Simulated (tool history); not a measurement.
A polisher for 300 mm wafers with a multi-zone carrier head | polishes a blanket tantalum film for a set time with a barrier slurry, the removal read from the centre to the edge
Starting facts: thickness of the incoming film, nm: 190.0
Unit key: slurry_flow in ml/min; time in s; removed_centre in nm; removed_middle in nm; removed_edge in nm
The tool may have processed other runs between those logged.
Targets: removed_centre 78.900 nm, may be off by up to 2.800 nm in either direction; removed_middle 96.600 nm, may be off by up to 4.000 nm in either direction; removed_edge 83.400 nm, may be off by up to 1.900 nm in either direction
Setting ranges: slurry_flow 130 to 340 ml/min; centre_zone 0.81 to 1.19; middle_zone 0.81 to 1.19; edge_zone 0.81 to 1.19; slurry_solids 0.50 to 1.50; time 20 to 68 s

{"run": 1, "day": 0.0, "slurry_flow": 220, "centre_zone": 1.0, "middle_zone": 1.0, "edge_zone": 1.0, "slurry_solids": 1.0, "time": 44, "removed_centre": 65.569, "removed_middle": 66.02, "removed_edge": 67.612}
{"run": 2, "day": 0.15, "slurry_flow": 230, "centre_zone": 1.0, "middle_zone": 1.03, "edge_zone": 1.01, "slurry_solids": 1.1, "time": 44, "removed_centre": 67.329, "removed_middle": 71.108, "removed_edge": 70.9}
{"run": 3, "day": 0.362, "slurry_flow": 230, "centre_zone": 1.0, "middle_zone": 1.03, "edge_zone": 1.05, "slurry_solids": 1.1, "time": 44, "removed_centre": 67.637, "removed_middle": 70.179, "removed_edge": 70.86}
{"run": 4, "day": 0.733, "slurry_flow": 230, "centre_zone": 1.06, "middle_zone": 1.03, "edge_zone": 1.05, "slurry_solids": 1.1, "time": 44, "removed_centre": 71.289, "removed_middle": 71.463, "removed_edge": 71.414}
{"run": 5, "day": 1.008, "slurry_flow": 230, "centre_zone": 1.0, "middle_zone": 1.03, "edge_zone": 1.05, "slurry_solids": 1.1, "time": 44, "removed_centre": 66.937, "removed_middle": 72.432, "removed_edge": 70.847}
{"run": 6, "day": 1.296, "slurry_flow": 235, "centre_zone": 1.01, "middle_zone": 1.05, "edge_zone": 1.06, "slurry_solids": 1.15, "time": 44, "removed_centre": 69.603, "removed_middle": 73.068, "removed_edge": 72.834}
{"run": 7, "day": 1.625, "slurry_flow": 245, "centre_zone": 1.0, "middle_zone": 1.07, "edge_zone": 1.03, "slurry_solids": 1.2, "time": 44, "removed_centre": 70.635, "removed_middle": 76.232, "removed_edge": 73.185}
{"run": 8, "day": 1.921, "slurry_flow": 250, "centre_zone": 0.99, "middle_zone": 1.09, "edge_zone": 1.04, "slurry_solids": 1.25, "time": 44, "removed_centre": 70.17, "removed_middle": 77.913, "removed_edge": 74.506}
{"run": 9, "day": 2.238, "slurry_flow": 255, "centre_zone": 0.99, "middle_zone": 1.11, "edge_zone": 1.03, "slurry_solids": 1.3, "time": 44, "removed_centre": 69.51, "removed_middle": 77.805, "removed_edge": 75.112}
{"run": 10, "day": 2.467, "slurry_flow": 270, "centre_zone": 0.99, "middle_zone": 1.12, "edge_zone": 1.01, "slurry_solids": 1.3, "time": 45, "removed_centre": 72.19, "removed_middle": 82.571, "removed_edge": 75.865}
{"run": 11, "day": 2.817, "slurry_flow": 320, "centre_zone": 0.99, "middle_zone": 1.19, "edge_zone": 1.08, "slurry_solids": 1.5, "time": 45, "removed_centre": 76.318, "removed_middle": 92.169, "removed_edge": 81.755}
{"run": 12, "day": 2.858, "slurry_flow": 325, "centre_zone": 0.99, "middle_zone": 1.19, "edge_zone": 1.07, "slurry_solids": 1.5, "time": 45, "removed_centre": 76.299, "removed_middle": 91.815, "removed_edge": 81.546}
{"run": 13, "day": 3.079, "slurry_flow": 325, "centre_zone": 0.99, "middle_zone": 1.19, "edge_zone": 1.06, "slurry_solids": 1.5, "time": 45, "removed_centre": 76.06, "removed_middle": 91.771, "removed_edge": 81.034}
{"run": 14, "day": 3.15, "slurry_flow": 325, "centre_zone": 0.99, "middle_zone": 1.19, "edge_zone": 1.05, "slurry_solids": 1.5, "time": 45, "removed_centre": 77.585, "removed_middle": 91.196, "removed_edge": 80.249}

Exactly one of the 5 candidate moves below puts every result within its allowed miss. Which one?
{"run": "A", "day": 3.221, "slurry_flow": 325, "centre_zone": 1.07, "middle_zone": 1.15, "edge_zone": 1.13, "slurry_solids": 1.5, "time": 44, "removed_centre": "?", "removed_middle": "?", "removed_edge": "?"}
{"run": "B", "day": 3.221, "slurry_flow": 340, "centre_zone": 1.05, "middle_zone": 1.18, "edge_zone": 1.01, "slurry_solids": 1.35, "time": 45, "removed_centre": "?", "removed_middle": "?", "removed_edge": "?"}
{"run": "C", "day": 3.221, "slurry_flow": 330, "centre_zone": 0.97, "middle_zone": 1.03, "edge_zone": 0.95, "slurry_solids": 1.5, "time": 45, "removed_centre": "?", "removed_middle": "?", "removed_edge": "?"}
{"run": "D", "day": 3.221, "slurry_flow": 315, "centre_zone": 0.9, "middle_zone": 1.19, "edge_zone": 1.11, "slurry_solids": 1.5, "time": 47, "removed_centre": "?", "removed_middle": "?", "removed_edge": "?"}
{"run": "E", "day": 3.221, "slurry_flow": 340, "centre_zone": 0.98, "middle_zone": 1.19, "edge_zone": 1.03, "slurry_solids": 1.5, "time": 47, "removed_centre": "?", "removed_middle": "?", "removed_edge": "?"}

move=A removed_centre=80.734 removed_middle=87.461 removed_edge=81.250
move=B removed_centre=79.469 removed_middle=89.655 removed_edge=76.900
move=C removed_centre=74.978 removed_middle=81.577 removed_edge=76.503
move=D removed_centre=72.475 removed_middle=96.046 removed_edge=85.774
move=E removed_centre=79.420 removed_middle=96.657 removed_edge=83.054
A: lands further from the targets than the last run did
B: lands further from the targets than the last run did
C: lands further from the targets than the last run did
D: takes the biggest miss from the last run beyond its target
E: all results land within tolerance of their targets
E is the move that brings every result within its allowed miss.
